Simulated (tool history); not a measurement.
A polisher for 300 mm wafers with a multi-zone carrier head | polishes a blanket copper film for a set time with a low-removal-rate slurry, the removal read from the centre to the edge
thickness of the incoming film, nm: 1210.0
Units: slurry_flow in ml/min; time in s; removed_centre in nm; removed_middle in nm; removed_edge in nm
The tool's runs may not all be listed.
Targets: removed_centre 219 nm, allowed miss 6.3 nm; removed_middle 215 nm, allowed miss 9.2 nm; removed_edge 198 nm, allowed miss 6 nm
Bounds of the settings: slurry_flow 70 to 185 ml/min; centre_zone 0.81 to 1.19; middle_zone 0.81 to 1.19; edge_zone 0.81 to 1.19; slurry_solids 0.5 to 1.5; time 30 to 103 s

run  hour  slurry_flow  centre_zone  middle_zone  edge_zone  slurry_solids  time  removed_centre  removed_middle  removed_edge
  1     0          120            1            1          1              1    66          151.18          157.44        151.97
  2   8.4          120            1         1.04          1              1    66          152.07          160.47        152.22
  3   9.7          130         1.02         1.06       1.02            1.1    66          161.72          174.67        162.62
  4  15.2          130         1.02          1.1       1.02            1.1    66             163          181.29        161.06
  5  16.4          140         1.02          1.1       1.02            1.1    66          167.92          179.72        160.67
  6  17.1          145         1.05          1.1       1.04           1.15    66          173.92          184.09        168.24
  7  22.5          145         1.05          1.1       1.04           1.15    66          173.92          185.32        168.14
  8  31.3          150         1.08         1.11       1.05            1.2    66          181.52          194.22        174.22

5 next moves are on the table. One of them brings every result within its allowed miss. Which?
  A  40.1          155         1.12         1.07       1.02            1.1    78               ?               ?             ?
  B  40.1          140         1.16         1.15       1.08           1.05    85               ?               ?             ?
  C  40.1          185         1.11         0.95       1.05            1.4    70               ?               ?             ?
  D  40.1          165         1.15         1.19       0.95           1.25    66               ?               ?             ?
  E  40.1          125         0.96         1.18       1.11           1.45    58               ?               ?             ?

move  removed_centre  removed_middle  removed_edge
   A          216.72          211.55        195.08
   B          233.71          235.98        212.18
   C           214.5          191.13        195.27
   D          197.02          205.13        166.84
   E          147.67          176.09        158.21
A: meets every target
B: takes the result that was furthest off past its target
C: brings the result that was furthest off to its target, and leaves another outside
D: nearer than the last run, and not there yet
E: further off than the last run
Answer: A
